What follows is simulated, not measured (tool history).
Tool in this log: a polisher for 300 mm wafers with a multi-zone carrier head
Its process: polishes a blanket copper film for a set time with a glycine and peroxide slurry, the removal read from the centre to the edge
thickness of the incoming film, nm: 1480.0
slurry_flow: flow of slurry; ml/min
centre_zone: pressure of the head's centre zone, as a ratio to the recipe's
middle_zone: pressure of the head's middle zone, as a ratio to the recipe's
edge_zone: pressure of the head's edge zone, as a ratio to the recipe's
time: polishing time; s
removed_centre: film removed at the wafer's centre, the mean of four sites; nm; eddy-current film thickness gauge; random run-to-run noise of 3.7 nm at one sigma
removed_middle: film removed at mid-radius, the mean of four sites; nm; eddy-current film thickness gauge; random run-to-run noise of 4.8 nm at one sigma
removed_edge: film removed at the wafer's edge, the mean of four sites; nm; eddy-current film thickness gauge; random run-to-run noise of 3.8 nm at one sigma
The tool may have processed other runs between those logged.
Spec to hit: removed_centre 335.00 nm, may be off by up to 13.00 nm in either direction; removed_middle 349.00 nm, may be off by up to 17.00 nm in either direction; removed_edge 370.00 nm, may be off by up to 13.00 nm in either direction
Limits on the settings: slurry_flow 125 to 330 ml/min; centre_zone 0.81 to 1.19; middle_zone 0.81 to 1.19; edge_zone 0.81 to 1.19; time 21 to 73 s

run	hour	slurry_flow	centre_zone	middle_zone	edge_zone	time	removed_centre	removed_middle	removed_edge
1	0.0	210	1.00	1.00	1.00	47	285.81	286.00	285.61
2	6.8	210	1.00	1.00	1.07	47	286.96	282.10	291.76
3	13.1	210	1.00	1.00	1.13	47	280.34	296.23	298.93
4	20.5	210	1.00	0.96	1.13	47	277.41	282.46	298.99
5	24.2	210	1.00	0.96	1.13	53	314.98	307.86	343.71
6	26.9	210	1.00	0.87	1.13	53	318.33	295.37	338.96
7	30.4	210	1.00	0.87	1.13	53	320.62	289.41	339.08
8	38.7	220	1.00	0.90	1.14	53	319.11	304.44	342.48

Consider the 5 candidate settings below. Which is the only one whose results all fall within their allowed miss of target?
A	47.0	255	1.14	0.94	1.07	47	?	?	?
B	47.0	170	0.98	0.84	1.16	57	?	?	?
C	47.0	260	0.97	0.85	1.19	51	?	?	?
D	47.0	250	0.89	1.09	1.19	56	?	?	?
E	47.0	305	0.97	1.01	1.19	55	?	?	?

move	removed_centre	removed_middle	removed_edge
A	326.99	279.67	293.56
B	334.21	296.25	359.84
C	311.68	279.84	337.24
D	318.91	377.29	368.08
E	341.85	353.47	366.85
A: further off than the last run
B: further off than the last run
C: further off than the last run
D: carries the result that was furthest off beyond its target, to the other side
E: in spec on every target
Correct choice: E, which meets every target

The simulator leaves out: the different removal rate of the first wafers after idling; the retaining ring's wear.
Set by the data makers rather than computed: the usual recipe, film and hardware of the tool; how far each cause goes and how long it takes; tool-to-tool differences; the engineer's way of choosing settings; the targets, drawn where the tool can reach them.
